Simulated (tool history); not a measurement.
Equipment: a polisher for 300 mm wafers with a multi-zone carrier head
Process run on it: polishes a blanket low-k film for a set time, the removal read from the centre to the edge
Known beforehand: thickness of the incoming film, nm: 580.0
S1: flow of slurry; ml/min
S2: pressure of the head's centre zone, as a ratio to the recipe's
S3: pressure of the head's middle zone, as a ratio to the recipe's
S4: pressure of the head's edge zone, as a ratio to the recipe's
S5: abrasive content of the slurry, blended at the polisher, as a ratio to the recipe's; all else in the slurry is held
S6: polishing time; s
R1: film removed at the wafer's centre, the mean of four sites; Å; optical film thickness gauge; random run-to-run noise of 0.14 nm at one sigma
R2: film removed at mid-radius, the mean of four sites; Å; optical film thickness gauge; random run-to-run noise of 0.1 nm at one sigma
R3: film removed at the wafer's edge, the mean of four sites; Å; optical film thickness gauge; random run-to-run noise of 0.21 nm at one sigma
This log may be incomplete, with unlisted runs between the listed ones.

| run | hour | S1 | S2 | S3 | S4 | S5 | S6 | R1 | R2 | R3 |
|---|---|---|---|---|---|---|---|---|---|---|
| 1 | 0 | 240 | 1 | 1 | 1 | 1 | 49 | 104.53 | 108.38 | 113.75 |
| 2 | 3.7 | 265 | 1 | 1 | 1 | 1 | 49 | 106.15 | 112.21 | 113.34 |
| 3 | 6.6 | 260 | 1 | 1.01 | 1.02 | 1.05 | 49 | 108.1 | 112.68 | 114.83 |
| 4 | 7.2 | 260 | 1 | 1.07 | 1.02 | 1.05 | 49 | 109.14 | 119.75 | 115.8 |
|  | 13 | centre zone pressure recalibrated |
| 5 | 13 | 260 | 1 | 1.03 | 1.02 | 1.05 | 49 | 117.28 | 115.78 | 114.42 |
| 6 | 17.1 | 250 | 0.98 | 1.04 | 1.02 | 1.1 | 50 | 116.87 | 121.58 | 119.58 |

Run 7 comes next. What will it give?
| 7 | 17.8 | 280 | 0.98 | 1.12 | 1.12 | 1.35 | 50 | ? | ? | ? |

{"run 7": {"R1": 124.51, "R2": 136.46, "R3": 131.66}}
